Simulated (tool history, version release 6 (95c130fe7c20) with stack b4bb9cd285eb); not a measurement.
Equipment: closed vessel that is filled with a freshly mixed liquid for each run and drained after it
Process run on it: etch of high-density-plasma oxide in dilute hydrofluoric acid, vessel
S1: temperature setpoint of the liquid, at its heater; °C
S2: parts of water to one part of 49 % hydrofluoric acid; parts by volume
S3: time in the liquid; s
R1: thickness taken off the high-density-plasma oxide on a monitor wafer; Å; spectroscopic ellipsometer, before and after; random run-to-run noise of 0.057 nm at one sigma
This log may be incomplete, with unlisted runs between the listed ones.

| run | day | S1 | S2 | S3 | R1 |
|---|---|---|---|---|---|
| 1 | 0 | 22 | 205 | 290 | 97.395 |
| 2 | 0.312 | 25 | 205 | 290 | 107.41 |
| 3 | 0.675 | 25 | 150 | 290 | 158.23 |
| 4 | 0.917 | 24 | 160 | 290 | 137.84 |
| 5 | 1.283 | 23 | 170 | 290 | 124.84 |
| 6 | 1.354 | 21 | 170 | 290 | 116.49 |
| 7 | 1.65 | 20.5 | 175 | 290 | 109.39 |
| 8 | 1.829 | 20 | 180 | 290 | 105.75 |
| 9 | 1.992 | 17 | 235 | 290 | 67.33 |

Expected results for the next run?
| 10 | 2.262 | 17.5 | 235 | 290 | ? |

{"run 10": {"R1": 68.214}}

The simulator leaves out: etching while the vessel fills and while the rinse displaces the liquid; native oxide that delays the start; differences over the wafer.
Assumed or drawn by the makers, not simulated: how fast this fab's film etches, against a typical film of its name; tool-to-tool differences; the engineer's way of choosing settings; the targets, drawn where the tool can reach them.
